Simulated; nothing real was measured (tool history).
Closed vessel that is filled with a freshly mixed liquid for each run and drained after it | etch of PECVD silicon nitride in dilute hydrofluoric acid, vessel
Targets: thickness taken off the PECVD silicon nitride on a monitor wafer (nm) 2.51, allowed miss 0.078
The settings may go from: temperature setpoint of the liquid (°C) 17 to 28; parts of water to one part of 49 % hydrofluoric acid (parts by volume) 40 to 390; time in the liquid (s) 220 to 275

| run | day | temperature setpoint of the liquid (°C) | parts of water to one part of 49 % hydrofluoric acid (parts by volume) | time in the liquid (s) | thickness taken off the PECVD silicon nitride on a monitor wafer (nm) |
|---|---|---|---|---|---|
| 1 | 0 | 20 | 215 | 275 | 4.6676 |
| 2 | 0.042 | 19.5 | 225 | 275 | 4.285 |
| 3 | 0.321 | 19.5 | 155 | 275 | 6.2924 |
| 4 | 0.546 | 19.5 | 80 | 275 | 11.582 |
| 5 | 0.892 | 19.5 | 100 | 275 | 9.501 |
| 6 | 1.108 | 17 | 100 | 275 | 7.919 |
| 7 | 1.158 | 17 | 115 | 275 | 6.9309 |
| 8 | 1.325 | 17 | 130 | 275 | 6.1996 |
| 9 | 1.379 | 17 | 145 | 275 | 5.5795 |
| 10 | 1.462 | 17 | 155 | 275 | 5.2567 |
| 11 | 1.817 | 17 | 155 | 275 | 5.2589 |
| 12 | 2.196 | 17 | 165 | 275 | 4.9227 |
| 13 | 2.408 | 17 | 175 | 275 | 4.6209 |
| 14 | 2.792 | 17 | 185 | 275 | 4.3238 |
| 15 | 2.904 | 17 | 195 | 275 | 4.1073 |
| 16 | 3.217 | 17 | 205 | 275 | 3.946 |
| 17 | 3.408 | 17 | 210 | 275 | 3.8179 |
| 18 | 3.646 | 17 | 215 | 275 | 3.7909 |
| 19 | 3.767 | 17 | 220 | 275 | 3.7453 |
| 20 | 4.125 | 17 | 225 | 275 | 3.5638 |
| 21 | 4.225 | 17 | 230 | 275 | 3.5716 |
| 22 | 4.575 | 17 | 235 | 275 | 3.4895 |
| 23 | 4.679 | 17 | 240 | 275 | 3.4051 |
| 24 | 4.721 | 17 | 245 | 275 | 3.3246 |
| 25 | 4.817 | 17 | 250 | 275 | 3.2891 |
| 26 | 5.146 | 17 | 255 | 275 | 3.2193 |
| 27 | 5.371 | 17 | 260 | 275 | 3.1529 |
| 28 | 5.633 | 17 | 265 | 275 | 3.1044 |
| 29 | 5.833 | 17 | 270 | 275 | 3.038 |
| 30 | 6.075 | 17 | 270 | 275 | 3.0494 |

5 next moves are on the table. One of them brings every result within its allowed miss. Which?
| A | 6.317 | 17 | 315 | 245 | ? |
| B | 6.317 | 20.5 | 380 | 250 | ? |
| C | 6.317 | 17 | 250 | 225 | ? |
| D | 6.317 | 17 | 300 | 265 | ? |
| E | 6.317 | 18 | 265 | 230 | ? |

| move | thickness taken off the PECVD silicon nitride on a monitor wafer (nm) |
|---|---|
| A | 2.3869 |
| B | 2.5415 |
| C | 2.7307 |
| D | 2.7041 |
| E | 2.8203 |
A: takes the result that was furthest off past its target
B: meets every target
C: nearer than the last run, and not there yet
D: nearer than the last run, and not there yet
E: nearer than the last run, and not there yet
Answer: B
